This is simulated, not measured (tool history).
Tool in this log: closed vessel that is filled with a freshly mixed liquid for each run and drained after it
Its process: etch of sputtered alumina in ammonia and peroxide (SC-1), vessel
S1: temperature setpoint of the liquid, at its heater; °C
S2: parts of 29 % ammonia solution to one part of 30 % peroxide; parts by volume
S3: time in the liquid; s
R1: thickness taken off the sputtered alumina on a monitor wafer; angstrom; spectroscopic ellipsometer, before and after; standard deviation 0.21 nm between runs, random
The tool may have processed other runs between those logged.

Run 1, hour 0.0: S1 51 °C, S2 0.70 parts by volume, S3 360 s. Result: R1 246.59 angstrom.
Run 2, hour 4.7: S1 51 °C, S2 0.85 parts by volume, S3 360 s. Result: R1 247.34 angstrom.
Run 3, hour 5.8: S1 51 °C, S2 0.85 parts by volume, S3 360 s. Result: R1 248.77 angstrom.
Run 4, hour 10.7: S1 52 °C, S2 0.85 parts by volume, S3 360 s. Result: R1 260.90 angstrom.
Run 5, hour 12.2: S1 53 °C, S2 0.85 parts by volume, S3 360 s. Result: R1 275.96 angstrom.
Run 6, hour 20.7: S1 53 °C, S2 1.00 parts by volume, S3 360 s. Result: R1 278.65 angstrom.

Run 7 comes next. What will it give?
Run 7, hour 29.2: S1 53 °C, S2 1.00 parts by volume, S3 360 s. Result: R1 ?.

Run 7 yielded R1 278.17 angstrom.
